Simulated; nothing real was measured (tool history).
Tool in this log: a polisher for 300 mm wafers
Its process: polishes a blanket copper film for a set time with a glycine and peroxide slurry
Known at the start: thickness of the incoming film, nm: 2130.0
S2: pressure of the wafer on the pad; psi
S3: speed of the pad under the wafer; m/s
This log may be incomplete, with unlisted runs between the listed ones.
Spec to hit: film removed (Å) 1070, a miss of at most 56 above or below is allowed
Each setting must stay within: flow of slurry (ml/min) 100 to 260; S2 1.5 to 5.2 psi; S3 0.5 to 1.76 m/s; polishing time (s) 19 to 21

Run 1, hour 0: flow of slurry (ml/min) 165, S2 3.3 psi, S3 1.12 m/s, polishing time (s) 21. Result: film removed (Å) 1327.7.
Run 2, hour 3.5: flow of slurry (ml/min) 165, S2 3.2 psi, S3 1.12 m/s, polishing time (s) 21. Result: film removed (Å) 1286.4.
Run 3, hour 9.7: flow of slurry (ml/min) 165, S2 3.1 psi, S3 1.12 m/s, polishing time (s) 21. Result: film removed (Å) 1309.3.
Run 4, hour 17.4: flow of slurry (ml/min) 165, S2 3 psi, S3 1.12 m/s, polishing time (s) 21. Result: film removed (Å) 1244.4.
Run 5, hour 20.2: flow of slurry (ml/min) 145, S2 3 psi, S3 1.12 m/s, polishing time (s) 21. Result: film removed (Å) 1229.8.
Run 6, hour 21.8: flow of slurry (ml/min) 180, S2 3 psi, S3 1.12 m/s, polishing time (s) 21. Result: film removed (Å) 1260.1.
Run 7, hour 24: flow of slurry (ml/min) 180, S2 2.9 psi, S3 1.12 m/s, polishing time (s) 21. Result: film removed (Å) 1244.9.
Run 8, hour 28.6: flow of slurry (ml/min) 180, S2 2.8 psi, S3 1.12 m/s, polishing time (s) 21. Result: film removed (Å) 1168.4.

Next run, 5 choices. One meets every target within its allowed miss, the rest don't. Which?
Run A, hour 33.2: flow of slurry (ml/min) 170, S2 3 psi, S3 1.04 m/s, polishing time (s) 19. Result: film removed (Å) ?.
Run B, hour 33.2: flow of slurry (ml/min) 175, S2 3 psi, S3 1.22 m/s, polishing time (s) 21. Result: film removed (Å) ?.
Run C, hour 33.2: flow of slurry (ml/min) 175, S2 2.9 psi, S3 1.06 m/s, polishing time (s) 21. Result: film removed (Å) ?.
Run D, hour 33.2: flow of slurry (ml/min) 200, S2 2.7 psi, S3 0.96 m/s, polishing time (s) 19. Result: film removed (Å) ?.
Run E, hour 33.2: flow of slurry (ml/min) 185, S2 3.5 psi, S3 1.1 m/s, polishing time (s) 19. Result: film removed (Å) ?.

move  film removed (Å)
   A            1091.7
   B            1388.2
   C              1198
   D            960.82
   E            1316.6
A: hits every target within its allowed miss
B: further off than the last run
C: further off than the last run
D: takes the biggest miss from the last run beyond its target
E: further off than the last run
A meets every target.
